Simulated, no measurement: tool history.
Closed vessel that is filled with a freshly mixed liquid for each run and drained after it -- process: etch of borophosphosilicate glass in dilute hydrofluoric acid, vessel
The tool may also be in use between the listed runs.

| run | hour | temperature setpoint of the liquid (°C) | parts of water to one part of 49 % hydrofluoric acid (parts by volume) | time in the liquid (s) | thickness taken off the borophosphosilicate glass on a monitor wafer (nm) |
|---|---|---|---|---|---|
| 1 | 0.0 | 25.0 | 195 | 30 | 10.130 |
| 2 | 4.1 | 27.5 | 160 | 30 | 14.114 |
| 3 | 8.7 | 27.5 | 195 | 30 | 11.101 |
| 4 | 16.1 | 27.5 | 195 | 30 | 11.064 |
| 5 | 23.8 | 29.5 | 165 | 30 | 14.574 |
| 6 | 26.5 | 29.5 | 165 | 30 | 14.595 |
| 7 | 32.8 | 30.5 | 145 | 30 | 17.675 |

Run 8 has not been measured yet. What should we expect?
| 8 | 35.5 | 31.5 | 130 | 30 | ? |

thickness taken off the borophosphosilicate glass on a monitor wafer (nm): 20.865
